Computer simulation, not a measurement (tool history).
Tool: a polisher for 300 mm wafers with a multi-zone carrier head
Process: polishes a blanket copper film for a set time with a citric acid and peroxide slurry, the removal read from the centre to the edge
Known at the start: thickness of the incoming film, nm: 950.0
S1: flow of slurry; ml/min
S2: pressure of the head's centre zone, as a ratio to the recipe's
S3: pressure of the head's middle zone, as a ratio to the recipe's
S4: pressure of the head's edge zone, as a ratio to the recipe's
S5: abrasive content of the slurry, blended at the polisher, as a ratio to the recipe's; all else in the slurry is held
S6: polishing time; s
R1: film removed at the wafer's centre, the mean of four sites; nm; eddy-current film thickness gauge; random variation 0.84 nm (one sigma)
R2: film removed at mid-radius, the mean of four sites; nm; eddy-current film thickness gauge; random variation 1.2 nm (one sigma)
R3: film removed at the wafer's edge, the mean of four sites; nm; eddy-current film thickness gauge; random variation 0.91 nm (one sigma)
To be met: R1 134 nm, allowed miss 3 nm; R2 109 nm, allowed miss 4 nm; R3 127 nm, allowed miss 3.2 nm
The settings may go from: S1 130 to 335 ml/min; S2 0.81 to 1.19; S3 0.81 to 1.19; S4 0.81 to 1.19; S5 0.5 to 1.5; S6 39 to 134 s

{"run": 1, "hour": 0.0, "S1": 215, "S2": 1, "S3": 1, "S4": 1, "S5": 1, "S6": 86, "R1": 198.94, "R2": 202.84, "R3": 199}
{"run": 2, "hour": 8.7, "S1": 205, "S2": 1.01, "S3": 0.96, "S4": 0.99, "S5": 0.9, "S6": 80, "R1": 182.53, "R2": 178.24, "R3": 178.32}
{"run": 3, "hour": 13.8, "S1": 205, "S2": 1.01, "S3": 0.96, "S4": 0.99, "S5": 0.9, "S6": 88, "R1": 198.69, "R2": 200.63, "R3": 197.95}
{"run": 4, "hour": 17.6, "S1": 205, "S2": 1.01, "S3": 0.96, "S4": 0.99, "S5": 0.9, "S6": 100, "R1": 228.81, "R2": 223.39, "R3": 224.07}
{"run": 5, "hour": 24.5, "S1": 200, "S2": 1.03, "S3": 0.93, "S4": 1.02, "S5": 0.8, "S6": 90, "R1": 202.5, "R2": 193.78, "R3": 198.32}
{"run": 6, "hour": 26.8, "S1": 200, "S2": 0.95, "S3": 0.93, "S4": 1.02, "S5": 0.8, "S6": 90, "R1": 187.87, "R2": 191.95, "R3": 197.81}
{"run": 7, "hour": 33.8, "S1": 160, "S2": 1.05, "S3": 0.83, "S4": 1.04, "S5": 0.55, "S6": 66, "R1": 134.61, "R2": 115.56, "R3": 135}
{"run": 8, "hour": 40.5, "S1": 155, "S2": 1.06, "S3": 0.83, "S4": 1.03, "S5": 0.55, "S6": 66, "R1": 135.84, "R2": 114.01, "R3": 133.3}
{"run": 9, "hour": 44.0, "S1": 150, "S2": 1.06, "S3": 0.83, "S4": 1.02, "S5": 0.55, "S6": 66, "R1": 134.29, "R2": 112.61, "R3": 132.25}

4 next moves are on the table. One of them brings every result within its allowed miss. Which?
{"run": "A", "hour": 47.5, "S1": 220, "S2": 1.11, "S3": 0.85, "S4": 1.12, "S5": 0.55, "S6": 58, "R1": "?", "R2": "?", "R3": "?"}
{"run": "B", "hour": 47.5, "S1": 140, "S2": 1.07, "S3": 0.87, "S4": 0.99, "S5": 0.5, "S6": 68, "R1": "?", "R2": "?", "R3": "?"}
{"run": "C", "hour": 47.5, "S1": 130, "S2": 0.99, "S3": 0.85, "S4": 0.93, "S5": 0.7, "S6": 68, "R1": "?", "R2": "?", "R3": "?"}
{"run": "D", "hour": 47.5, "S1": 175, "S2": 1.12, "S3": 0.85, "S4": 0.97, "S5": 0.65, "S6": 59, "R1": "?", "R2": "?", "R3": "?"}

move=A R1=132.91 R2=108.5 R3=127.6
move=B R1=134.12 R2=117.02 R3=130.4
move=C R1=128.54 R2=119.49 R3=132.57
move=D R1=134.6 R2=109.41 R3=121.42
A: meets every target
B: further off than the last run
C: further off than the last run
D: takes the result that was furthest off past its target
Move A is the one to make.
